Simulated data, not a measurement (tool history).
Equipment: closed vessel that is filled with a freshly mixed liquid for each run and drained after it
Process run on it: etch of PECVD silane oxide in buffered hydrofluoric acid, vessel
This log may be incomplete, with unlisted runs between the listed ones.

run	hour	temperature setpoint of the liquid (°C)	parts of 40 % ammonium fluoride to one part of 49 % hydrofluoric acid (parts by volume)	time in the liquid (s)	thickness taken off the PECVD silane oxide on a monitor wafer (Å)
1	0.0	21.0	21.0	100	1093.00
2	7.8	17.5	21.0	100	898.48
3	10.5	17.5	21.0	110	991.20
4	18.6	20.5	21.0	110	1174.70
5	27.3	19.5	21.0	110	1106.00
6	32.3	19.0	21.0	110	1081.40
7	34.0	18.5	21.0	110	1042.30
8	37.2	18.0	21.0	110	1017.00
# hour 40.7: thermometer replaced
9	40.7	17.5	21.0	110	1056.00

Run 10, settings as shown, results not yet in. Your forecast:
10	43.0	17.5	21.5	110	?

Run 10 came out at thickness taken off the PECVD silane oxide on a monitor wafer (Å) 1032.00.
